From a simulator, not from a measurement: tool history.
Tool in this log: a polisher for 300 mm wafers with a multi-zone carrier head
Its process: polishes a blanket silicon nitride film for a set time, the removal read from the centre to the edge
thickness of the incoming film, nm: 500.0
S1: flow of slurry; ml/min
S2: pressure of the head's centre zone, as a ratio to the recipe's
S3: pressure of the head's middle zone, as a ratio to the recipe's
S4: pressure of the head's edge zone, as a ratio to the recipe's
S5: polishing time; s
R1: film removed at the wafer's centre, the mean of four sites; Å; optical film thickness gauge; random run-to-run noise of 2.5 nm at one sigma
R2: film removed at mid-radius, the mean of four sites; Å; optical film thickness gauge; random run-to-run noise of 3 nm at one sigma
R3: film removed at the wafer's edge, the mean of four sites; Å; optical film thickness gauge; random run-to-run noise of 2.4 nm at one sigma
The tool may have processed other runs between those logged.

run 1 hour=0.0 | S1=120 S2=1.00 S3=1.00 S4=1.00 S5=69 | R1=1842.6 R2=1881.7 R3=1883.5
run 2 hour=1.7 | S1=90 S2=1.00 S3=1.00 S4=1.00 S5=69 | R1=1716.4 R2=1777.3 R3=1844.8
run 3 hour=5.0 | S1=95 S2=0.99 S3=1.02 S4=1.03 S5=73 | R1=1864.0 R2=1914.8 R3=1959.6
run 4 hour=13.9 | S1=95 S2=0.95 S3=1.03 S4=1.04 S5=78 | R1=1915.1 R2=2091.5 R3=2095.2
run 5 hour=22.3 | S1=110 S2=0.95 S3=1.03 S4=1.04 S5=78 | R1=1959.9 R2=2087.9 R3=2161.4
run 6 hour=28.7 | S1=110 S2=0.95 S3=1.03 S4=1.04 S5=63 | R1=1590.4 R2=1697.7 R3=1742.4
run 7 hour=33.4 | S1=110 S2=0.95 S3=1.03 S4=1.04 S5=63 | R1=1572.5 R2=1737.9 R3=1740.6
run 8 hour=36.4 | S1=115 S2=0.93 S3=1.05 S4=1.06 S5=69 | R1=1745.2 R2=1927.1 R3=1936.3
run 9 hour=39.0 | S1=145 S2=0.83 S3=1.15 S4=1.16 S5=88 | R1=2021.7 R2=2710.7 R3=2617.1
run 10 hour=43.6 | S1=150 S2=0.85 S3=1.15 S4=1.16 S5=88 | R1=2103.0 R2=2725.5 R3=2676.5

What will run 11 give?
run 11 hour=50.6 | S1=150 S2=0.85 S3=1.15 S4=1.16 S5=88 | R1=? R2=? R3=?

{"run 11": {"R1": 2152.2, "R2": 2693.8, "R3": 2685.2}}
